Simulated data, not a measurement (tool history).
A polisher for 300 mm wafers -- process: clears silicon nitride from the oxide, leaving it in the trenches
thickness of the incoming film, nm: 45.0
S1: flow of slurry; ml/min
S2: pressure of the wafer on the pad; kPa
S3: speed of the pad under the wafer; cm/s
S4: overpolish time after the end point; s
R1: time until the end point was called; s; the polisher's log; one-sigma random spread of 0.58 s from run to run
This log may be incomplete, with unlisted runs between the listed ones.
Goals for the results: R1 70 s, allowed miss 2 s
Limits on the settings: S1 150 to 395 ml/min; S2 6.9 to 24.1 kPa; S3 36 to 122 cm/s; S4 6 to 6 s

{"run": 1, "hour": 0.0, "S1": 250, "S2": 15.2, "S3": 78, "S4": 6, "R1": 80.6}
{"run": 2, "hour": 2.6, "S1": 255, "S2": 15.9, "S3": 78, "S4": 6, "R1": 77.163}
{"run": 3, "hour": 8.6, "S1": 255, "S2": 15.9, "S3": 68, "S4": 6, "R1": 87.344}
{"run": 4, "hour": 11.0, "S1": 255, "S2": 15.9, "S3": 60, "S4": 6, "R1": 98.527}
{"run": 5, "hour": 12.3, "S1": 255, "S2": 15.9, "S3": 60, "S4": 6, "R1": 99.001}
{"run": 6, "hour": 17.1, "S1": 315, "S2": 15.9, "S3": 60, "S4": 6, "R1": 97.58}
{"run": 7, "hour": 23.8, "S1": 315, "S2": 17.2, "S3": 60, "S4": 6, "R1": 89.752}
{"run": 8, "hour": 26.9, "S1": 315, "S2": 18.6, "S3": 60, "S4": 6, "R1": 83.436}
{"run": 9, "hour": 28.1, "S1": 315, "S2": 19.3, "S3": 60, "S4": 6, "R1": 80.615}

Which of these 5 next moves meets every target?
{"run": "A", "hour": 29.3, "S1": 355, "S2": 18.6, "S3": 50, "S4": 6, "R1": "?"}
{"run": "B", "hour": 29.3, "S1": 315, "S2": 20, "S3": 66, "S4": 6, "R1": "?"}
{"run": "C", "hour": 29.3, "S1": 300, "S2": 17.2, "S3": 60, "S4": 6, "R1": "?"}
{"run": "D", "hour": 29.3, "S1": 285, "S2": 17.9, "S3": 58, "S4": 6, "R1": "?"}
{"run": "E", "hour": 29.3, "S1": 255, "S2": 20.7, "S3": 62, "S4": 6, "R1": "?"}

move=A R1=97.392
move=B R1=70.29
move=C R1=89.451
move=D R1=89.396
move=E R1=73.788
A: lands further from the targets than the last run did
B: each result inside its tolerance
C: lands further from the targets than the last run did
D: lands further from the targets than the last run did
E: better than the last run, though not everything is in spec
The right move is B.

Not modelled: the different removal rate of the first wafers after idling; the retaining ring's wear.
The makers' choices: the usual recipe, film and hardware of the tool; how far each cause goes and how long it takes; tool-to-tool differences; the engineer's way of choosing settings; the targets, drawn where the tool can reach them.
